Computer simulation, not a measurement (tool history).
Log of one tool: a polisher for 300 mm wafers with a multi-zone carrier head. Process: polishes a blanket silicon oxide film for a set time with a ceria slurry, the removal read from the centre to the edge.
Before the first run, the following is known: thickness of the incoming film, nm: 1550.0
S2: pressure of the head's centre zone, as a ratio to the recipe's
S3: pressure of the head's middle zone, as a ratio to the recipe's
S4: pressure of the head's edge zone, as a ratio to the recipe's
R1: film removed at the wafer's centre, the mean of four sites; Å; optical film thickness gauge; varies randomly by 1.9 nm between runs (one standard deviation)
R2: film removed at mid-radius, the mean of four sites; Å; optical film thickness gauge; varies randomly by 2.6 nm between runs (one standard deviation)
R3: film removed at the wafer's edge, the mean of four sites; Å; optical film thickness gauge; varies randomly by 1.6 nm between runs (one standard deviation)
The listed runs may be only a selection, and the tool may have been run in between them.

{"run": 1, "hour": 0.0, "flow of slurry (ml/min)": 320, "S2": 1.0, "S3": 1.0, "S4": 1.0, "polishing time (s)": 70, "R1": 2210.4, "R2": 2153.5, "R3": 2117.3}
{"run": 2, "hour": 6.9, "flow of slurry (ml/min)": 320, "S2": 1.0, "S3": 1.0, "S4": 1.0, "polishing time (s)": 76, "R1": 2368.2, "R2": 2314.9, "R3": 2333.8}
{"run": 3, "hour": 10.9, "flow of slurry (ml/min)": 320, "S2": 1.0, "S3": 1.0, "S4": 1.0, "polishing time (s)": 93, "R1": 2902.5, "R2": 2721.6, "R3": 2804.9}
{"run": 4, "hour": 17.5, "flow of slurry (ml/min)": 320, "S2": 1.0, "S3": 0.93, "S4": 1.0, "polishing time (s)": 93, "R1": 2907.2, "R2": 2657.7, "R3": 2820.1}
{"run": 5, "hour": 19.5, "flow of slurry (ml/min)": 320, "S2": 1.0, "S3": 0.93, "S4": 1.08, "polishing time (s)": 93, "R1": 2850.8, "R2": 2716.5, "R3": 2961.3}
{"run": 6, "hour": 26.4, "flow of slurry (ml/min)": 320, "S2": 1.0, "S3": 0.93, "S4": 1.12, "polishing time (s)": 93, "R1": 2899.5, "R2": 2711.6, "R3": 3007.5}

What does the tool deliver on the next run?
{"hour": 32.6, "done": "slurry nozzle cleaned"}
{"run": 7, "hour": 32.6, "flow of slurry (ml/min)": 325, "S2": 1.02, "S3": 1.02, "S4": 1.02, "polishing time (s)": 74, "R1": "?", "R2": "?", "R3": "?"}

{"run 7": {"R1": 2448.0, "R2": 2329.1, "R3": 2279.6}}
